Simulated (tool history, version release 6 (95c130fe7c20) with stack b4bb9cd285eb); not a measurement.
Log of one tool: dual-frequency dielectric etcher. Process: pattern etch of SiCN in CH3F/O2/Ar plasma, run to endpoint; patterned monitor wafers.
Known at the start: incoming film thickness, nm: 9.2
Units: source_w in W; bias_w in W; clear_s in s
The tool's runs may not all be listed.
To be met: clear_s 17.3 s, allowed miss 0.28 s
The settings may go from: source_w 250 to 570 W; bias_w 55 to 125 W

{"run": 1, "hour": 0.0, "source_w": 410, "bias_w": 90, "clear_s": 20.818}
{"run": 2, "hour": 7.4, "source_w": 440, "bias_w": 93, "clear_s": 19.96}
{"run": 3, "hour": 9.7, "source_w": 470, "bias_w": 95, "clear_s": 19.42}
{"run": 4, "hour": 14.9, "source_w": 470, "bias_w": 83, "clear_s": 20.765}
{"run": 5, "hour": 20.1, "source_w": 490, "bias_w": 88, "clear_s": 20.025}
{"run": 6, "hour": 21.8, "source_w": 550, "bias_w": 88, "clear_s": 19.292}
{"run": 7, "hour": 30.6, "source_w": 550, "bias_w": 92, "clear_s": 18.77}
{"run": 8, "hour": 37.8, "source_w": 550, "bias_w": 95, "clear_s": 18.312}
{"run": 9, "hour": 39.5, "source_w": 550, "bias_w": 96, "clear_s": 18.261}
{"run": 10, "hour": 44.4, "source_w": 550, "bias_w": 97, "clear_s": 18.172}
{"run": 11, "hour": 48.8, "source_w": 550, "bias_w": 98, "clear_s": 18.085}
{"run": 12, "hour": 55.0, "source_w": 550, "bias_w": 99, "clear_s": 17.883}
{"run": 13, "hour": 60.4, "source_w": 550, "bias_w": 100, "clear_s": 17.856}
{"run": 14, "hour": 65.4, "source_w": 550, "bias_w": 101, "clear_s": 17.687}

4 next moves are on the table. One of them brings every result within its allowed miss. Which?
{"run": "A", "hour": 70.4, "source_w": 480, "bias_w": 104, "clear_s": "?"}
{"run": "B", "hour": 70.4, "source_w": 520, "bias_w": 109, "clear_s": "?"}
{"run": "C", "hour": 70.4, "source_w": 560, "bias_w": 97, "clear_s": "?"}
{"run": "D", "hour": 70.4, "source_w": 560, "bias_w": 95, "clear_s": "?"}

move=A clear_s=18.31
move=B clear_s=17.396
move=C clear_s=18.141
move=D clear_s=18.357
A: further off than the last run
B: meets every target
C: further off than the last run
D: further off than the last run
The right move is B.

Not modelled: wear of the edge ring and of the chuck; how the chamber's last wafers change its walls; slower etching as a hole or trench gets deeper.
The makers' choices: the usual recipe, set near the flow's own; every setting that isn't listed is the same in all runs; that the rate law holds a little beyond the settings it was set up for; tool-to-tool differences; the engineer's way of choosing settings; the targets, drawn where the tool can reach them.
